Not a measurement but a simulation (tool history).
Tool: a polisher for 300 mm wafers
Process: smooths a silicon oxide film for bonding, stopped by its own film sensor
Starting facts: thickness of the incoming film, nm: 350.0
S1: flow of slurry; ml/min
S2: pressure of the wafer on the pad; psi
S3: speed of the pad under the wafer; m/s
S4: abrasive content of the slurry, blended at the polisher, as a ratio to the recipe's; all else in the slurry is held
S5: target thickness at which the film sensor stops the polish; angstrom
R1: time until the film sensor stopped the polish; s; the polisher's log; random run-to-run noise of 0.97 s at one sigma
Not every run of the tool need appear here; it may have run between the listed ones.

{"run": 1, "hour": 0.0, "S1": 180, "S2": 2.4, "S3": 0.84, "S4": 1.0, "S5": 2860, "R1": 96.557}
{"run": 2, "hour": 8.6, "S1": 180, "S2": 2.8, "S3": 0.84, "S4": 1.0, "S5": 2860, "R1": 83.832}
{"run": 3, "hour": 11.8, "S1": 175, "S2": 2.7, "S3": 0.84, "S4": 1.0, "S5": 2860, "R1": 86.195}
{"run": 4, "hour": 14.1, "S1": 175, "S2": 2.7, "S3": 1.0, "S4": 1.0, "S5": 2860, "R1": 75.795}
{"run": 5, "hour": 15.3, "S1": 215, "S2": 2.7, "S3": 1.0, "S4": 1.0, "S5": 2860, "R1": 73.481}
{"run": 6, "hour": 23.8, "S1": 210, "S2": 2.5, "S3": 1.0, "S4": 1.0, "S5": 2860, "R1": 78.297}
{"hour": 30.7, "done": "slurry blender recalibrated"}
{"run": 7, "hour": 30.7, "S1": 205, "S2": 2.4, "S3": 1.0, "S4": 1.0, "S5": 2860, "R1": 71.577}
{"run": 8, "hour": 32.3, "S1": 200, "S2": 2.4, "S3": 0.94, "S4": 1.0, "S5": 2860, "R1": 75.262}
{"run": 9, "hour": 33.4, "S1": 190, "S2": 2.4, "S3": 0.88, "S4": 1.0, "S5": 2860, "R1": 80.459}
{"run": 10, "hour": 37.3, "S1": 180, "S2": 2.4, "S3": 0.82, "S4": 1.0, "S5": 2860, "R1": 85.88}

Forecast run 11:
{"run": 11, "hour": 44.9, "S1": 175, "S2": 2.4, "S3": 0.76, "S4": 1.0, "S5": 2860, "R1": "?"}

Run 11 yielded R1 91.840 s.
